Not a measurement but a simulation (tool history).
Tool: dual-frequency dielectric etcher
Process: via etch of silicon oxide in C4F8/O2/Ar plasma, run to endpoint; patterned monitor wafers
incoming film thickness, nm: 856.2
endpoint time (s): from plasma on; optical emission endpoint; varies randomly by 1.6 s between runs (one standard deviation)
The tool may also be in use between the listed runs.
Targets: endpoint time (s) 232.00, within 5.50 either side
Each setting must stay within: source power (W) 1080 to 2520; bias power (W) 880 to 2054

| run | hour | source power (W) | bias power (W) | endpoint time (s) |
|---|---|---|---|---|
| 1 | 0.0 | 1800 | 1467 | 184.91 |
| 2 | 2.6 | 1510 | 1467 | 197.31 |
| 3 | 5.6 | 1440 | 1406 | 207.74 |
| 4 | 8.6 | 1440 | 1562 | 198.29 |
| 5 | 16.0 | 1130 | 1562 | 219.85 |
| 6 | 19.0 | 1380 | 1562 | 201.96 |
| 7 | 22.6 | 1080 | 1286 | 238.77 |
| 8 | 30.7 | 1090 | 1288 | 238.21 |

Exactly one of the 5 candidate moves below puts every result within its allowed miss. Which one?
| A | 38.8 | 1250 | 1368 | ? |
| B | 38.8 | 1080 | 1232 | ? |
| C | 38.8 | 1150 | 1316 | ? |
| D | 38.8 | 1200 | 1489 | ? |
| E | 38.8 | 1330 | 1272 | ? |

| move | endpoint time (s) |
|---|---|
| A | 221.68 |
| B | 244.27 |
| C | 232.33 |
| D | 217.79 |
| E | 222.75 |
A: takes the biggest miss from the last run beyond its target
B: its largest miss is bigger than the last run's
C: in spec on every target
D: takes the biggest miss from the last run beyond its target
E: takes the biggest miss from the last run beyond its target
C meets every target.
